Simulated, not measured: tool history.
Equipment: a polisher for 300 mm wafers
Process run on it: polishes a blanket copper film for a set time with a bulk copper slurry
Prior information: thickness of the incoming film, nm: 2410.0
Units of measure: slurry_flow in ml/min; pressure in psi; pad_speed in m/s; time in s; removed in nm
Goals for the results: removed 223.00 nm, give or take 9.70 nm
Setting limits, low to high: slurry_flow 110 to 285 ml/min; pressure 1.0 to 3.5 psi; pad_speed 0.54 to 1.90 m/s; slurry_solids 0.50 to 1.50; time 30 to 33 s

| run | hour | slurry_flow | pressure | pad_speed | slurry_solids | time | removed |
|---|---|---|---|---|---|---|---|
| 1 | 0.0 | 180 | 2.2 | 1.22 | 1.00 | 33 | 328.80 |
| 2 | 2.3 | 180 | 2.0 | 1.22 | 1.00 | 33 | 298.44 |
| 3 | 4.3 | 180 | 2.0 | 1.22 | 1.00 | 33 | 291.69 |
| 4 | 13.3 | 180 | 2.0 | 1.22 | 1.00 | 33 | 302.49 |
| 5 | 19.2 | 180 | 1.9 | 1.22 | 1.00 | 33 | 285.19 |
| 6 | 24.2 | 180 | 2.3 | 1.22 | 1.00 | 33 | 347.15 |
| 7 | 25.4 | 180 | 2.1 | 1.22 | 1.00 | 33 | 320.07 |
| 8 | 33.6 | 180 | 2.0 | 1.22 | 1.00 | 33 | 301.64 |
| 9 | 39.4 | 180 | 2.0 | 1.22 | 1.00 | 33 | 302.04 |
| 10 | 43.1 | 180 | 1.9 | 1.22 | 1.00 | 33 | 291.37 |
| 11 | 50.9 | 180 | 1.8 | 1.22 | 1.00 | 33 | 277.08 |
| 12 | 55.1 | 180 | 1.7 | 1.22 | 1.00 | 33 | 259.41 |
| 13 | 61.3 | 180 | 1.6 | 1.22 | 1.00 | 33 | 242.51 |

Of the 5 settings listed for the next run, only one would bring every result within its allowed miss of target. Which one?
| A | 67.5 | 155 | 2.0 | 0.82 | 1.00 | 33 | ? |
| B | 67.5 | 170 | 1.6 | 1.32 | 0.80 | 33 | ? |
| C | 67.5 | 175 | 2.0 | 1.10 | 1.20 | 33 | ? |
| D | 67.5 | 205 | 1.4 | 1.32 | 0.95 | 32 | ? |
| E | 67.5 | 165 | 1.6 | 1.44 | 1.15 | 33 | ? |

| move | removed |
|---|---|
| A | 195.07 |
| B | 243.49 |
| C | 271.52 |
| D | 218.73 |
| E | 280.07 |
A: carries the result that was furthest off beyond its target, to the other side
B: lands further from the targets than the last run did
C: lands further from the targets than the last run did
D: every result within its allowed miss
E: lands further from the targets than the last run did
So the answer is move D, the one that meets all the targets.
